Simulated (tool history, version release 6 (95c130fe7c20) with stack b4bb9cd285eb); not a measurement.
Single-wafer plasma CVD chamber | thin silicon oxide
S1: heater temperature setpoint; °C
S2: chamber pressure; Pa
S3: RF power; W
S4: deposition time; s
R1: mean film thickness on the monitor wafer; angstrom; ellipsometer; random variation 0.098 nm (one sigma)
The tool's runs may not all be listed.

run	hour	S1	S2	S3	S4	R1
1	0.0	380	110.1	370	7.56	156.97
2	7.7	380	110.1	370	7.81	162.95
3	13.5	380	110.1	370	7.56	156.06
4	16.7	380	114.3	370	7.57	161.20
5	19.4	380	114.3	420	7.57	166.96
6	24.1	380	117.2	420	7.58	171.73
7	29.1	380	119.5	420	7.58	173.38

Run 8 comes next. What will it give?
8	32.2	380	121.7	420	7.59	?

Run 8 gave R1 174.34 angstrom.

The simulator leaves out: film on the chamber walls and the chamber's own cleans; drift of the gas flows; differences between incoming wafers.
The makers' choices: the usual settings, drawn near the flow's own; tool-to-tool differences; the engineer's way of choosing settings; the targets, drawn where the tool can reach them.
